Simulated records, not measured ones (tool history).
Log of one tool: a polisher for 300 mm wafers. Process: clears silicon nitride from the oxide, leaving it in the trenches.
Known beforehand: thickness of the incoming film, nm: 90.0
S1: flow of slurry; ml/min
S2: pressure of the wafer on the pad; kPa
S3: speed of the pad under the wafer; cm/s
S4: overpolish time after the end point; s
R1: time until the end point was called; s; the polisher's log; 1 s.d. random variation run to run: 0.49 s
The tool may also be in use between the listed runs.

run,hour,S1,S2,S3,S4,R1
1,0.0,295,22.1,88,29,83.556
2,6.9,295,23.4,88,29,80.542
3,9.4,295,24.8,88,29,75.709
4,13.7,295,24.8,88,29,76.437
5,15.4,295,26.2,88,29,75.078
6,20.0,295,26.2,66,29,93.532
7,28.4,295,27.6,70,29,84.199

Run 8 is up next; what results do you expect?
8,33.8,295,29.0,72,29,?

{"run 8": {"R1": 79.59}}
